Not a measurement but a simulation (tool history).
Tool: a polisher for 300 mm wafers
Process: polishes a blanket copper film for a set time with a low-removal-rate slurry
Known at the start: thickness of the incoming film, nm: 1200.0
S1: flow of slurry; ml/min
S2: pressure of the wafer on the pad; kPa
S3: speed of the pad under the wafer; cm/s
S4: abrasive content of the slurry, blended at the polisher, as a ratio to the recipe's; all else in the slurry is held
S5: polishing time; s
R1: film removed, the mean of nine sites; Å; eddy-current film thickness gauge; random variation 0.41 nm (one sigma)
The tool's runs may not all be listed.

run	hour	S1	S2	S3	S4	S5	R1
1	0	300	15.9	106	1	26	680.12
2	7.2	270	15.9	106	1	26	691.22
3	8.1	230	15.9	106	1	26	683.17
4	14.6	230	18.6	106	1	26	765.96
5	17	230	15.9	100	1	26	640.69
6	23	230	13.8	96	1	26	547.05
7	31	230	12.4	94	1	26	496.75

Run 8 comes next. What will it give?
# hour 39.8: worn pad replaced by a new one
8	39.8	230	11	92	1	26	?

Run 8 gave R1 491.99 Å.

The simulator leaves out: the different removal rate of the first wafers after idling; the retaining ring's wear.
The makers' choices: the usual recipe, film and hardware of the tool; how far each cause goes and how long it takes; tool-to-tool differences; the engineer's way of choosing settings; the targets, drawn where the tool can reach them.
